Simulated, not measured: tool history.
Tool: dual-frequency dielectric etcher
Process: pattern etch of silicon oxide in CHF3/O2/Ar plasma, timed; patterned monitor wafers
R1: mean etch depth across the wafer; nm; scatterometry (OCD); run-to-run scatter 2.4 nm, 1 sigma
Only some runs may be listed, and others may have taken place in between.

run 1 day=0.000 | source_power_(W)=540 bias_power_(W)=193 etch_time_(s)=291.5 | R1=643.13
run 2 day=0.254 | source_power_(W)=540 bias_power_(W)=193 etch_time_(s)=269.5 | R1=599.68
run 3 day=0.533 | source_power_(W)=560 bias_power_(W)=197 etch_time_(s)=270.0 | R1=611.03
run 4 day=0.892 | source_power_(W)=560 bias_power_(W)=197 etch_time_(s)=291.5 | R1=658.39
run 5 day=1.179 | source_power_(W)=560 bias_power_(W)=197 etch_time_(s)=269.5 | R1=610.84
run 6 day=1.221 | source_power_(W)=560 bias_power_(W)=197 etch_time_(s)=269.5 | R1=609.11
run 7 day=1.258 | source_power_(W)=580 bias_power_(W)=203 etch_time_(s)=270.0 | R1=626.59
run 8 day=1.354 | source_power_(W)=600 bias_power_(W)=207 etch_time_(s)=270.5 | R1=642.10

Predict the results of run 9:
run 9 day=1.708 | source_power_(W)=620 bias_power_(W)=210 etch_time_(s)=271.0 | R1=?

{"run 9": {"R1": 654.29}}
